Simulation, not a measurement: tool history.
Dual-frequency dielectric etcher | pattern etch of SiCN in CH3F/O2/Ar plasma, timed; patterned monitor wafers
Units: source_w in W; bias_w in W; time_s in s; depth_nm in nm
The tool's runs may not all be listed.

run    day  source_w  bias_w  time_s  depth_nm
  1      0       350      85      52    20.635
  2  0.033       340      85      52    20.246
  3  0.154       330      85      52     19.96
  4  0.412       380      85      52    21.269
  5  0.567       430      85      52    22.565
  6  0.775       480      85      52    23.689

Forecast run 7:
  7  1.017       460      85      52         ?

Run 7 gave depth_nm 23.162 nm.

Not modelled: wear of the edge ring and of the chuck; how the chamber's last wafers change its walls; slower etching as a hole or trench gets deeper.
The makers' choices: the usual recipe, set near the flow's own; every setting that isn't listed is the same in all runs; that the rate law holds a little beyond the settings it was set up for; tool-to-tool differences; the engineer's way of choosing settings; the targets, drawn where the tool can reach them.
